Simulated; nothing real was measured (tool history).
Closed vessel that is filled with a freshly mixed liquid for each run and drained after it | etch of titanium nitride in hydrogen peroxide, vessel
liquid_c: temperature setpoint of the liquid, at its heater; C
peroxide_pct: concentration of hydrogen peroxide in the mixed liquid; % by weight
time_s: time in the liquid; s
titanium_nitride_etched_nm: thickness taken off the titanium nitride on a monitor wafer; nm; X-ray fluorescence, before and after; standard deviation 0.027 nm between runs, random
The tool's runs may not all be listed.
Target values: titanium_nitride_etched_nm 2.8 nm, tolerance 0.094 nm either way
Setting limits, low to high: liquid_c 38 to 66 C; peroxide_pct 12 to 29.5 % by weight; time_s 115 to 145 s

| run | day | liquid_c | peroxide_pct | time_s | titanium_nitride_etched_nm |
|---|---|---|---|---|---|
| 1 | 0 | 54 | 20 | 145 | 5.3044 |
| 2 | 0.246 | 57 | 20 | 145 | 6.5549 |
| 3 | 0.517 | 63.5 | 20 | 145 | 10.032 |
| 4 | 0.738 | 63.5 | 20 | 115 | 8.1355 |
| 5 | 0.992 | 63.5 | 16.5 | 115 | 7.6046 |
| 6 | 1.329 | 60.5 | 16.5 | 115 | 6.2938 |
| 7 | 1.4 | 58 | 16.5 | 115 | 5.3143 |
| 8 | 1.467 | 56 | 16.5 | 115 | 4.6268 |
| 9 | 1.521 | 54.5 | 16.5 | 115 | 4.141 |
| 10 | 1.612 | 53.5 | 16.5 | 115 | 3.8742 |
| 11 | 1.988 | 48 | 16.5 | 115 | 2.6161 |

Consider the 5 candidate settings below. Which is the only one whose results all fall within their allowed miss of target?
| A | 2.362 | 45.5 | 18 | 125 | ? |
| B | 2.362 | 50 | 12 | 115 | ? |
| C | 2.362 | 46 | 16 | 125 | ? |
| D | 2.362 | 44.5 | 18.5 | 140 | ? |
| E | 2.362 | 47.5 | 16 | 115 | ? |

| move | titanium_nitride_etched_nm |
|---|---|
| A | 2.3846 |
| B | 2.8011 |
| C | 2.4137 |
| D | 2.4935 |
| E | 2.4802 |
A: further off than the last run
B: hits every target within its allowed miss
C: further off than the last run
D: further off than the last run
E: further off than the last run
B meets every target.
